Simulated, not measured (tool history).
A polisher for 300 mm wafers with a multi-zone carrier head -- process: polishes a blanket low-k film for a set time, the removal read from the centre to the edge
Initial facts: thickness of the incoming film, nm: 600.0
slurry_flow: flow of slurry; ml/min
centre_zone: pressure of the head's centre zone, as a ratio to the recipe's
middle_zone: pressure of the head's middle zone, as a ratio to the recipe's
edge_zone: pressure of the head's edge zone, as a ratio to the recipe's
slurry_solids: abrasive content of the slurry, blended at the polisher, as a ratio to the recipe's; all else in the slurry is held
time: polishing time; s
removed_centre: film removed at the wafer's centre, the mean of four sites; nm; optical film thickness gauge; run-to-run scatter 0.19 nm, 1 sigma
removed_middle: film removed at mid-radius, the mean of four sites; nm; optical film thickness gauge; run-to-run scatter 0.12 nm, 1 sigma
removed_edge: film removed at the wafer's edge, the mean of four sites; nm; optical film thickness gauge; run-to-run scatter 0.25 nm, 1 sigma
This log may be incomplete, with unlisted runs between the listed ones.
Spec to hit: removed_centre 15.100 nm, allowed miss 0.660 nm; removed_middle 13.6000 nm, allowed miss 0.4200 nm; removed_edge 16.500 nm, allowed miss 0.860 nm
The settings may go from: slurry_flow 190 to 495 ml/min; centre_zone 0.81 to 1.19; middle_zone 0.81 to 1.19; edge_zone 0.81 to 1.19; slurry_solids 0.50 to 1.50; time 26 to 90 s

run 1 hour=0.0 | slurry_flow=320 centre_zone=1.00 middle_zone=1.00 edge_zone=1.00 slurry_solids=1.00 time=58 | removed_centre=29.738 removed_middle=29.8500 removed_edge=30.758
run 2 hour=3.9 | slurry_flow=320 centre_zone=0.94 middle_zone=1.00 edge_zone=1.00 slurry_solids=1.00 time=58 | removed_centre=28.389 removed_middle=29.5310 removed_edge=30.905
run 3 hour=6.6 | slurry_flow=315 centre_zone=0.93 middle_zone=0.95 edge_zone=0.99 slurry_solids=0.85 time=52 | removed_centre=22.524 removed_middle=22.8530 removed_edge=24.957
run 4 hour=9.1 | slurry_flow=310 centre_zone=0.93 middle_zone=0.91 edge_zone=0.98 slurry_solids=0.75 time=50 | removed_centre=19.640 removed_middle=19.0890 removed_edge=21.679
run 5 hour=16.5 | slurry_flow=310 centre_zone=0.93 middle_zone=0.91 edge_zone=0.98 slurry_solids=0.70 time=50 | removed_centre=18.868 removed_middle=18.0710 removed_edge=20.483
run 6 hour=22.1 | slurry_flow=310 centre_zone=0.90 middle_zone=0.91 edge_zone=0.98 slurry_solids=0.70 time=50 | removed_centre=18.055 removed_middle=18.1120 removed_edge=19.534
run 7 hour=27.6 | slurry_flow=290 centre_zone=0.92 middle_zone=0.81 edge_zone=1.00 slurry_solids=0.50 time=43 | removed_centre=10.749 removed_middle=9.5990 removed_edge=11.712
run 8 hour=34.3 | slurry_flow=290 centre_zone=0.92 middle_zone=0.81 edge_zone=1.00 slurry_solids=0.50 time=43 | removed_centre=10.868 removed_middle=9.7044 removed_edge=11.534
run 9 hour=42.8 | slurry_flow=325 centre_zone=0.94 middle_zone=0.84 edge_zone=1.03 slurry_solids=0.55 time=43 | removed_centre=12.521 removed_middle=11.3030 removed_edge=13.654
run 10 hour=45.3 | slurry_flow=415 centre_zone=0.97 middle_zone=0.86 edge_zone=1.01 slurry_solids=0.55 time=43 | removed_centre=12.876 removed_middle=11.6680 removed_edge=14.042
run 11 hour=45.9 | slurry_flow=420 centre_zone=0.99 middle_zone=0.88 edge_zone=1.03 slurry_solids=0.55 time=43 | removed_centre=13.139 removed_middle=11.9290 removed_edge=13.976
run 12 hour=51.6 | slurry_flow=435 centre_zone=0.99 middle_zone=0.88 edge_zone=1.03 slurry_solids=0.60 time=43 | removed_centre=14.723 removed_middle=13.4790 removed_edge=15.277
run 13 hour=53.9 | slurry_flow=435 centre_zone=0.99 middle_zone=0.88 edge_zone=1.03 slurry_solids=0.60 time=43 | removed_centre=14.518 removed_middle=13.2610 removed_edge=15.544

Which one of the following 5 next-run settings gets every result inside its allowed miss? There is exactly one.
run A hour=56.2 | slurry_flow=455 centre_zone=0.83 middle_zone=0.88 edge_zone=1.12 slurry_solids=0.90 time=31 | removed_centre=? removed_middle=? removed_edge=?
run B hour=56.2 | slurry_flow=480 centre_zone=0.91 middle_zone=0.81 edge_zone=1.19 slurry_solids=0.70 time=40 | removed_centre=? removed_middle=? removed_edge=?
run C hour=56.2 | slurry_flow=495 centre_zone=0.87 middle_zone=0.87 edge_zone=1.10 slurry_solids=0.70 time=38 | removed_centre=? removed_middle=? removed_edge=?
run D hour=56.2 | slurry_flow=495 centre_zone=0.85 middle_zone=0.81 edge_zone=1.15 slurry_solids=0.80 time=33 | removed_centre=? removed_middle=? removed_edge=?
run E hour=56.2 | slurry_flow=360 centre_zone=0.98 middle_zone=0.86 edge_zone=1.07 slurry_solids=0.70 time=39 | removed_centre=? removed_middle=? removed_edge=?

move=A removed_centre=13.257 removed_middle=13.7000 removed_edge=16.178
move=B removed_centre=15.084 removed_middle=13.6140 removed_edge=17.769
move=C removed_centre=13.898 removed_middle=13.7430 removed_edge=16.220
move=D removed_centre=13.255 removed_middle=12.5770 removed_edge=16.114
move=E removed_centre=15.219 removed_middle=13.6740 removed_edge=16.153
A: gets the furthest-off result to its target, but another result is out of tolerance
B: takes the biggest miss from the last run beyond its target
C: gets the furthest-off result to its target, but another result is out of tolerance
D: gets the furthest-off result to its target, but another result is out of tolerance
E: meets every target
Move E is the one to make.

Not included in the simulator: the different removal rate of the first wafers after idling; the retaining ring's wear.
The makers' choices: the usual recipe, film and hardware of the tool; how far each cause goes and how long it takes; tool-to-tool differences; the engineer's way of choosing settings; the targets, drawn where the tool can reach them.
